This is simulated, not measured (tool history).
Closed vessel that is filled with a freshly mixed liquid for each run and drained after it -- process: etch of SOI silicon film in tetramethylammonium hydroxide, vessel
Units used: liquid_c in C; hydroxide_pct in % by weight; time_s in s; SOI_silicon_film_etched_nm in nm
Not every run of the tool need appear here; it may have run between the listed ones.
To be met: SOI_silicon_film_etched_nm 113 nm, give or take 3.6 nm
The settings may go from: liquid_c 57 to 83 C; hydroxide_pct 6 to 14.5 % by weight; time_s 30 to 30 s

run 1 day=0 | liquid_c=70 hydroxide_pct=9.5 time_s=30 | SOI_silicon_film_etched_nm=231.78
run 2 day=0.2 | liquid_c=66.5 hydroxide_pct=9.5 time_s=30 | SOI_silicon_film_etched_nm=189.11
run 3 day=0.492 | liquid_c=64 hydroxide_pct=9.5 time_s=30 | SOI_silicon_film_etched_nm=162.59
run 4 day=0.538 | liquid_c=62.5 hydroxide_pct=9.5 time_s=30 | SOI_silicon_film_etched_nm=147.12
run 5 day=0.771 | liquid_c=66 hydroxide_pct=9.5 time_s=30 | SOI_silicon_film_etched_nm=180.37
run 6 day=1 | liquid_c=66 hydroxide_pct=9.5 time_s=30 | SOI_silicon_film_etched_nm=181.39
run 7 day=1.167 | liquid_c=64 hydroxide_pct=9.5 time_s=30 | SOI_silicon_film_etched_nm=159.51
run 8 day=1.217 | liquid_c=64 hydroxide_pct=9.5 time_s=30 | SOI_silicon_film_etched_nm=163.59
run 9 day=1.588 | liquid_c=62 hydroxide_pct=9.5 time_s=30 | SOI_silicon_film_etched_nm=144.33
-- day=1.638 hydroxide flow meter replaced
run 10 day=1.638 | liquid_c=61 hydroxide_pct=9.5 time_s=30 | SOI_silicon_film_etched_nm=131.01
run 11 day=1.804 | liquid_c=60.5 hydroxide_pct=9.5 time_s=30 | SOI_silicon_film_etched_nm=126.91
run 12 day=2.033 | liquid_c=60 hydroxide_pct=9.5 time_s=30 | SOI_silicon_film_etched_nm=121.68
run 13 day=2.396 | liquid_c=59.5 hydroxide_pct=9.5 time_s=30 | SOI_silicon_film_etched_nm=120.58

Which one of the following 4 next-run settings gets every result inside its allowed miss? There is exactly one.
run A day=2.758 | liquid_c=62 hydroxide_pct=13 time_s=30 | SOI_silicon_film_etched_nm=?
run B day=2.758 | liquid_c=60 hydroxide_pct=9 time_s=30 | SOI_silicon_film_etched_nm=?
run C day=2.758 | liquid_c=58.5 hydroxide_pct=9 time_s=30 | SOI_silicon_film_etched_nm=?
run D day=2.758 | liquid_c=59 hydroxide_pct=7 time_s=30 | SOI_silicon_film_etched_nm=?

move=A SOI_silicon_film_etched_nm=122.87
move=B SOI_silicon_film_etched_nm=125.02
move=C SOI_silicon_film_etched_nm=113.74
move=D SOI_silicon_film_etched_nm=126.89
A: further off than the last run
B: further off than the last run
C: hits every target within its allowed miss
D: further off than the last run
C meets every target.
